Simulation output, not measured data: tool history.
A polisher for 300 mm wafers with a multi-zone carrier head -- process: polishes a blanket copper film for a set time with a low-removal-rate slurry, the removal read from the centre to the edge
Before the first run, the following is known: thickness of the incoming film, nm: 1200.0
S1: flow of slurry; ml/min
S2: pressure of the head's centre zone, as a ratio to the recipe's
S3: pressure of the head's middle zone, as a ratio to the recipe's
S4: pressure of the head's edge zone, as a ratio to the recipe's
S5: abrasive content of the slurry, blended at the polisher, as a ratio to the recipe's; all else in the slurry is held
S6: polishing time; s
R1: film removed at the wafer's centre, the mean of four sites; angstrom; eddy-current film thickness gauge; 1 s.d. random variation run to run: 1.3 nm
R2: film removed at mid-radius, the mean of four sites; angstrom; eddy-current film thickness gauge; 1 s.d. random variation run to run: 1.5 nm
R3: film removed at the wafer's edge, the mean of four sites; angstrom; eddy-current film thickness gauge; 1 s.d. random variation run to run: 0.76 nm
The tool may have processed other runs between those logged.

{"run": 1, "hour": 0.0, "S1": 290, "S2": 1.0, "S3": 1.0, "S4": 1.0, "S5": 1.0, "S6": 40, "R1": 1272.1, "R2": 1316.8, "R3": 1323.3}
{"run": 2, "hour": 6.5, "S1": 290, "S2": 0.99, "S3": 1.01, "S4": 0.98, "S5": 0.95, "S6": 40, "R1": 1225.0, "R2": 1345.8, "R3": 1277.1}
{"run": 3, "hour": 8.6, "S1": 320, "S2": 0.99, "S3": 1.01, "S4": 0.98, "S5": 0.95, "S6": 40, "R1": 1250.4, "R2": 1340.3, "R3": 1301.2}
{"run": 4, "hour": 17.0, "S1": 315, "S2": 0.98, "S3": 1.01, "S4": 0.96, "S5": 0.95, "S6": 40, "R1": 1233.9, "R2": 1346.2, "R3": 1294.5}
{"run": 5, "hour": 19.8, "S1": 270, "S2": 0.98, "S3": 1.01, "S4": 0.96, "S5": 0.95, "S6": 40, "R1": 1202.2, "R2": 1297.9, "R3": 1279.4}
{"run": 6, "hour": 23.4, "S1": 270, "S2": 0.98, "S3": 0.94, "S4": 0.96, "S5": 0.95, "S6": 40, "R1": 1211.8, "R2": 1252.9, "R3": 1278.0}
{"run": 7, "hour": 28.2, "S1": 270, "S2": 0.97, "S3": 0.96, "S4": 0.94, "S5": 0.9, "S6": 40, "R1": 1167.3, "R2": 1242.1, "R3": 1254.7}
{"run": 8, "hour": 29.7, "S1": 270, "S2": 0.97, "S3": 0.98, "S4": 0.92, "S5": 0.85, "S6": 40, "R1": 1176.6, "R2": 1255.0, "R3": 1225.3}
{"run": 9, "hour": 35.3, "S1": 270, "S2": 0.96, "S3": 0.99, "S4": 0.91, "S5": 0.8, "S6": 40, "R1": 1144.8, "R2": 1263.2, "R3": 1201.8}
{"run": 10, "hour": 42.6, "S1": 270, "S2": 0.95, "S3": 1.0, "S4": 0.9, "S5": 0.8, "S6": 40, "R1": 1147.6, "R2": 1276.6, "R3": 1186.8}
{"run": 11, "hour": 49.1, "S1": 265, "S2": 0.94, "S3": 1.0, "S4": 0.89, "S5": 0.8, "S6": 40, "R1": 1149.4, "R2": 1241.4, "R3": 1204.5}

Expected results for the next run?
{"run": 12, "hour": 56.9, "S1": 265, "S2": 0.93, "S3": 1.02, "S4": 0.89, "S5": 0.75, "S6": 40, "R1": "?", "R2": "?", "R3": "?"}

R1: 1126.2 angstrom
R2: 1274.6 angstrom
R3: 1166.6 angstrom
